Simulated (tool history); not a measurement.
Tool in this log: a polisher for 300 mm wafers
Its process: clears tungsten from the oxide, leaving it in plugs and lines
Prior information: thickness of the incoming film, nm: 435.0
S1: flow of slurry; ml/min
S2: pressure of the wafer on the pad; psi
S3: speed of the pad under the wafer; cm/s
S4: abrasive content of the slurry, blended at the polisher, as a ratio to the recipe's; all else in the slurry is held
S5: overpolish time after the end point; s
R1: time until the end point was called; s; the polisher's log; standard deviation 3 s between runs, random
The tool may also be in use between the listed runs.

run 1 hour=0 | S1=140 S2=2.5 S3=120 S4=1 S5=37 | R1=133.51
run 2 hour=6.1 | S1=140 S2=2.3 S3=120 S4=1 S5=37 | R1=141.86
run 3 hour=12.2 | S1=140 S2=2.3 S3=120 S4=1.05 S5=37 | R1=141.1
run 4 hour=18.1 | S1=140 S2=2.1 S3=120 S4=1.05 S5=37 | R1=150.95
run 5 hour=22.9 | S1=140 S2=2.5 S3=120 S4=1.05 S5=37 | R1=130.61
run 6 hour=31.2 | S1=140 S2=2.5 S3=120 S4=1.05 S5=37 | R1=131.88
run 7 hour=33.5 | S1=140 S2=2.3 S3=118 S4=1.05 S5=37 | R1=141.81
run 8 hour=37.9 | S1=140 S2=2.1 S3=118 S4=1.05 S5=37 | R1=151.65
run 9 hour=41.9 | S1=140 S2=1.9 S3=116 S4=1.05 S5=37 | R1=169.95
run 10 hour=47.1 | S1=140 S2=1.8 S3=116 S4=1.05 S5=37 | R1=171.69
run 11 hour=49.8 | S1=140 S2=1.7 S3=116 S4=1.05 S5=37 | R1=175.33
run 12 hour=52.6 | S1=140 S2=1.7 S3=116 S4=1.05 S5=37 | R1=176.67
run 13 hour=59.5 | S1=140 S2=1.6 S3=116 S4=1.05 S5=37 | R1=186.15

Predict the results of run 14:
run 14 hour=62.6 | S1=140 S2=1.5 S3=116 S4=1.05 S5=37 | R1=?

R1: 187.71 s
